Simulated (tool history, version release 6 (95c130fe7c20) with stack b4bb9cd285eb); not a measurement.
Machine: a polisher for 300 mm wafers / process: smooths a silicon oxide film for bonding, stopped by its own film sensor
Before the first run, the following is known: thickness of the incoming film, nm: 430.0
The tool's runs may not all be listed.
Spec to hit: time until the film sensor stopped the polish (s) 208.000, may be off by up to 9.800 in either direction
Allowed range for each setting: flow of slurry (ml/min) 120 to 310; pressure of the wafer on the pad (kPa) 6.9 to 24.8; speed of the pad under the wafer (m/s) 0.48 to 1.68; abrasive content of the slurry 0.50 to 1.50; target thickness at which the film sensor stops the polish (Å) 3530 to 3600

| run | day | flow of slurry (ml/min) | pressure of the wafer on the pad (kPa) | speed of the pad under the wafer (m/s) | abrasive content of the slurry | target thickness at which the film sensor stops the polish (Å) | time until the film sensor stopped the polish (s) |
|---|---|---|---|---|---|---|---|
| 1 | 0.000 | 200 | 15.9 | 1.08 | 1.00 | 3530 | 86.263 |
| 2 | 0.288 | 220 | 15.9 | 1.08 | 1.00 | 3530 | 83.731 |
| 3 | 0.629 | 220 | 15.9 | 0.94 | 1.00 | 3530 | 94.085 |
| 4 | 0.975 | 215 | 13.8 | 0.90 | 1.00 | 3530 | 113.830 |
| 5 | 1.242 | 210 | 12.4 | 0.88 | 1.00 | 3530 | 124.280 |
| 6 | 1.292 | 210 | 12.4 | 1.14 | 1.00 | 3530 | 102.380 |
| 7 | 1.542 | 210 | 11.0 | 1.06 | 1.00 | 3530 | 124.670 |
| 8 | 1.629 | 210 | 10.3 | 1.02 | 1.00 | 3530 | 132.710 |
| 9 | 1.679 | 210 | 9.7 | 0.98 | 1.00 | 3530 | 145.830 |
| 10 | 1.942 | 210 | 9.0 | 0.94 | 1.00 | 3530 | 161.820 |
| 11 | 2.117 | 210 | 8.3 | 0.92 | 1.00 | 3530 | 183.360 |

Next run, 4 choices. One meets every target within its allowed miss, the rest don't. Which?
| A | 2.292 | 205 | 6.9 | 0.98 | 0.85 | 3570 | ? |
| B | 2.292 | 235 | 6.9 | 1.04 | 1.05 | 3540 | ? |
| C | 2.292 | 220 | 7.6 | 0.86 | 0.95 | 3600 | ? |
| D | 2.292 | 185 | 8.3 | 0.94 | 0.85 | 3590 | ? |

| move | time until the film sensor stopped the polish (s) |
|---|---|
| A | 201.060 |
| B | 179.170 |
| C | 184.740 |
| D | 172.990 |
A: every result within its allowed miss
B: its largest miss is bigger than the last run's
C: an improvement on the last run, though not all results are within tolerance
D: its largest miss is bigger than the last run's
A meets every target.
